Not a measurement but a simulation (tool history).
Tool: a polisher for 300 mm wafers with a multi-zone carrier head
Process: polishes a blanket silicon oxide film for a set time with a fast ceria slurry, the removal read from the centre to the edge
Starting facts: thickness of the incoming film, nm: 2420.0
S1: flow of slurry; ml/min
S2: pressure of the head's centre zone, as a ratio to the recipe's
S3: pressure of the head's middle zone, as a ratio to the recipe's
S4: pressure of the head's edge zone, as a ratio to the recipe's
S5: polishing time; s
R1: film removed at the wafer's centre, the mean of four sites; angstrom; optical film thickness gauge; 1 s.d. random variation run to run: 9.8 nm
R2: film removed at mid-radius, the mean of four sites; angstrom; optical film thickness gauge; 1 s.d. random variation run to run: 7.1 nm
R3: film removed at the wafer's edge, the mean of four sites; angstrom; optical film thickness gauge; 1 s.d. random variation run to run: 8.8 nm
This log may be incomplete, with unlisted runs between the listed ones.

| run | day | S1 | S2 | S3 | S4 | S5 | R1 | R2 | R3 |
|---|---|---|---|---|---|---|---|---|---|
| 1 | 0.000 | 250 | 1.00 | 1.00 | 1.00 | 38 | 6134.9 | 6009.9 | 6098.0 |
| 2 | 0.058 | 255 | 1.01 | 1.00 | 1.02 | 39 | 6168.2 | 6139.4 | 6236.2 |
| 3 | 0.429 | 255 | 1.02 | 0.99 | 1.03 | 41 | 6453.6 | 6443.4 | 6561.7 |
| 4 | 0.762 | 300 | 1.02 | 0.99 | 1.03 | 41 | 6768.1 | 6587.3 | 6807.1 |
| 5 | 1.117 | 300 | 1.02 | 0.93 | 1.03 | 41 | 6895.1 | 6325.8 | 6628.8 |
| 6 | 1.300 | 310 | 1.03 | 0.94 | 1.05 | 42 | 7011.5 | 6516.9 | 6899.3 |
| 7 | 1.462 | 315 | 1.04 | 0.95 | 1.06 | 43 | 7348.4 | 6865.4 | 7228.1 |
| 8 | 1.554 | 320 | 1.05 | 0.96 | 1.08 | 43 | 7233.7 | 6877.0 | 7131.4 |

The next listed run, before its measurement:
| 9 | 1.808 | 325 | 1.04 | 0.95 | 1.08 | 44 | ? | ? | ? |

{"run 9": {"R1": 7563.2, "R2": 6774.2, "R3": 7329.2}}
